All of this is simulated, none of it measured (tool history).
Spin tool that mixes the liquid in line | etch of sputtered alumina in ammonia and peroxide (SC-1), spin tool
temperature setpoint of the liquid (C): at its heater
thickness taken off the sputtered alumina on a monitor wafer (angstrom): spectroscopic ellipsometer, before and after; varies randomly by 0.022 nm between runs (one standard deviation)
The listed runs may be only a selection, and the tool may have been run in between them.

run  hour  temperature setpoint of the liquid (C)  parts of 29 % ammonia solution to one part of 30 % peroxide (parts by volume)  time under the liquid (s)  thickness taken off the sputtered alumina on a monitor wafer (angstrom)
  1     0                                      47                                                                           0.45                         85                                                                   22.335
  2   0.8                                    47.5                                                                           0.45                         85                                                                   22.617
  3   8.4                                      48                                                                           0.45                         85                                                                   23.935
  4  13.5                                      48                                                                           0.45                         85                                                                   24.016
  5  21.8                                    48.5                                                                           0.45                         85                                                                   24.541
  6  24.3                                      45                                                                           0.45                         85                                                                   20.011
  7  29.3                                      46                                                                           0.45                         85                                                                   21.411
  8  32.6                                    46.5                                                                           0.45                         85                                                                   21.378

What will run 9 give?
  9  38.4                                      47                                                                           0.45                         85                                                                        ?

thickness taken off the sputtered alumina on a monitor wafer (angstrom): 22.1
